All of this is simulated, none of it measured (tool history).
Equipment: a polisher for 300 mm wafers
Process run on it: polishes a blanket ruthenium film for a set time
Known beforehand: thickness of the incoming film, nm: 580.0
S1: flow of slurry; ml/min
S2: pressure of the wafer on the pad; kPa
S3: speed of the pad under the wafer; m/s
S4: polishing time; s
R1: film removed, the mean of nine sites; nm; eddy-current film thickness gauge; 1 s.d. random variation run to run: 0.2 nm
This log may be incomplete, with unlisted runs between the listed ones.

{"run": 1, "day": 0.0, "S1": 150, "S2": 11, "S3": 0.96, "S4": 35, "R1": 25.825}
{"run": 2, "day": 0.308, "S1": 150, "S2": 11, "S3": 0.96, "S4": 35, "R1": 25.985}
{"run": 3, "day": 0.371, "S1": 150, "S2": 12.4, "S3": 0.96, "S4": 35, "R1": 27.796}
{"run": 4, "day": 0.675, "S1": 150, "S2": 10.3, "S3": 0.92, "S4": 35, "R1": 24.12}
{"run": 5, "day": 0.733, "S1": 150, "S2": 10.3, "S3": 0.7, "S4": 35, "R1": 18.107}
{"run": 6, "day": 0.817, "S1": 170, "S2": 10.3, "S3": 0.7, "S4": 35, "R1": 18.776}
{"run": 7, "day": 0.962, "S1": 165, "S2": 9.7, "S3": 0.7, "S4": 35, "R1": 17.383}
{"run": 8, "day": 1.033, "S1": 165, "S2": 9, "S3": 0.7, "S4": 35, "R1": 16.896}

Expected results for the next run?
{"run": 9, "day": 1.129, "S1": 165, "S2": 8.3, "S3": 0.7, "S4": 35, "R1": "?"}

R1: 16.265 nm
